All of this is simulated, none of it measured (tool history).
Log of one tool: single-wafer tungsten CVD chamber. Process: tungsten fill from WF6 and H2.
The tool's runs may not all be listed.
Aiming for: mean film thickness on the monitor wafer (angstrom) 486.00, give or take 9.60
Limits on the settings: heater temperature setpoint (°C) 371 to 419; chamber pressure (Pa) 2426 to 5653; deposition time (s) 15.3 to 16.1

run,day,heater temperature setpoint (°C),chamber pressure (Pa),deposition time (s),mean film thickness on the monitor wafer (angstrom)
1,0.000,395,4040,16.1,422.71
2,0.238,395,4493,16.1,437.84
3,0.367,395,3893,16.1,419.65
4,0.517,395,3893,15.3,397.93
5,0.712,395,3893,16.1,418.11
# day 0.821: capacitance manometer re-zeroed and calibrated
6,0.821,396,3893,16.1,432.18
7,0.896,397,3893,16.1,442.09
8,1.225,398,3893,16.1,451.86

Below are 5 possible settings for the next run. Only one of them brings all results inside the allowed miss of their targets. Which is it?
A,1.554,405,3773,15.3,?
B,1.554,394,3506,15.8,?
C,1.554,392,4880,15.3,?
D,1.554,400,3720,16.1,?
E,1.554,400,3626,16.1,?

move,mean film thickness on the monitor wafer (angstrom)
A,490.65
B,395.35
C,403.16
D,465.07
E,461.82
A: in spec on every target
B: further off than the last run
C: further off than the last run
D: moves toward the targets from the last run without getting all of them in spec
E: moves toward the targets from the last run without getting all of them in spec
Move A is the one to make.
